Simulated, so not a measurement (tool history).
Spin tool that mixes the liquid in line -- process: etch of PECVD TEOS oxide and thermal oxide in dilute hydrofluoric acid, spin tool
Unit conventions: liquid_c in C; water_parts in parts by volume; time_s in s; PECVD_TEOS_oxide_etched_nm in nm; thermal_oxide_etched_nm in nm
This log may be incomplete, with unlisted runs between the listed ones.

run  hour  liquid_c  water_parts  time_s  PECVD_TEOS_oxide_etched_nm  thermal_oxide_etched_nm
  1   0.0      23.0          140     125                      18.048                   3.5611
  2   0.8      23.0          120     125                      21.800                   4.2200
  3   5.7      23.0           95     125                      28.034                   5.5243
  4  11.0      24.5           95     125                      29.687                   5.8918
     13.5  -- hydrofluoric acid flow meter replaced
  5  13.5      24.5           95      95                      24.080                   4.8034
  6  18.8      22.5           95      95                      22.711                   4.4095

The next listed run, before its measurement:
  7  22.5      23.5           95      95                           ?                        ?

PECVD_TEOS_oxide_etched_nm: 23.460 nm
thermal_oxide_etched_nm: 4.5965 nm

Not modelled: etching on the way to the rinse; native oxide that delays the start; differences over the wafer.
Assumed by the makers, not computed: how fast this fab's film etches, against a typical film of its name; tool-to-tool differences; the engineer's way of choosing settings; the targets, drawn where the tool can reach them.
